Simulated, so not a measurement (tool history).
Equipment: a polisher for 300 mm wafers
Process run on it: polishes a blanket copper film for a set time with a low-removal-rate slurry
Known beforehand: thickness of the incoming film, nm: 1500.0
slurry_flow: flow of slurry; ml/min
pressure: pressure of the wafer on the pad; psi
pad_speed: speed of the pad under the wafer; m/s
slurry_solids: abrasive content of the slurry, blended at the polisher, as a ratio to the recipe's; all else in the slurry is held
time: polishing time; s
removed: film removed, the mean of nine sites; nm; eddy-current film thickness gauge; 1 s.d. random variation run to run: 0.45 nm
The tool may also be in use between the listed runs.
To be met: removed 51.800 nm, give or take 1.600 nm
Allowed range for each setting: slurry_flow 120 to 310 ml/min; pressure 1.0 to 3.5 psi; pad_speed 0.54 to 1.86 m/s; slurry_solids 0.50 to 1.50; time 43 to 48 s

run 1 hour=0.0 | slurry_flow=200 pressure=2.2 pad_speed=1.18 slurry_solids=1.00 time=48 | removed=103.020
run 2 hour=4.4 | slurry_flow=200 pressure=2.5 pad_speed=1.18 slurry_solids=1.00 time=48 | removed=115.310
run 3 hour=6.7 | slurry_flow=200 pressure=2.5 pad_speed=1.36 slurry_solids=1.00 time=48 | removed=133.600
run 4 hour=10.7 | slurry_flow=200 pressure=2.5 pad_speed=1.36 slurry_solids=1.00 time=43 | removed=120.370
run 5 hour=13.9 | slurry_flow=195 pressure=2.0 pad_speed=1.26 slurry_solids=1.00 time=43 | removed=88.067
run 6 hour=19.6 | slurry_flow=185 pressure=1.7 pad_speed=1.26 slurry_solids=1.00 time=43 | removed=75.301
run 7 hour=21.4 | slurry_flow=185 pressure=1.7 pad_speed=1.26 slurry_solids=1.00 time=43 | removed=75.355
run 8 hour=22.6 | slurry_flow=175 pressure=1.5 pad_speed=1.26 slurry_solids=1.00 time=43 | removed=65.804
run 9 hour=26.9 | slurry_flow=160 pressure=1.4 pad_speed=1.26 slurry_solids=1.00 time=43 | removed=62.249
run 10 hour=29.1 | slurry_flow=150 pressure=1.3 pad_speed=1.26 slurry_solids=1.00 time=43 | removed=57.072
run 11 hour=37.9 | slurry_flow=140 pressure=1.3 pad_speed=1.26 slurry_solids=1.00 time=43 | removed=55.669
run 12 hour=42.3 | slurry_flow=135 pressure=1.3 pad_speed=1.26 slurry_solids=1.00 time=43 | removed=55.943
run 13 hour=51.3 | slurry_flow=130 pressure=1.3 pad_speed=1.26 slurry_solids=1.00 time=43 | removed=55.338
run 14 hour=56.9 | slurry_flow=125 pressure=1.3 pad_speed=1.26 slurry_solids=1.00 time=43 | removed=54.579

Next run, 5 choices. One meets every target within its allowed miss, the rest don't. Which?
run A hour=62.5 | slurry_flow=130 pressure=1.3 pad_speed=1.34 slurry_solids=1.00 time=43 | removed=?
run B hour=62.5 | slurry_flow=140 pressure=1.3 pad_speed=1.22 slurry_solids=0.90 time=48 | removed=?
run C hour=62.5 | slurry_flow=120 pressure=1.2 pad_speed=1.20 slurry_solids=1.10 time=45 | removed=?
run D hour=62.5 | slurry_flow=165 pressure=1.0 pad_speed=1.36 slurry_solids=1.00 time=43 | removed=?
run E hour=62.5 | slurry_flow=125 pressure=1.4 pad_speed=0.98 slurry_solids=1.45 time=47 | removed=?

move=A removed=59.111
move=B removed=59.620
move=C removed=51.867
move=D removed=48.472
move=E removed=55.056
A: moves away from the targets compared with the last run
B: moves away from the targets compared with the last run
C: in spec on every target
D: pushes the last run's worst result past its target
E: moves away from the targets compared with the last run
Go with C: it meets all targets.
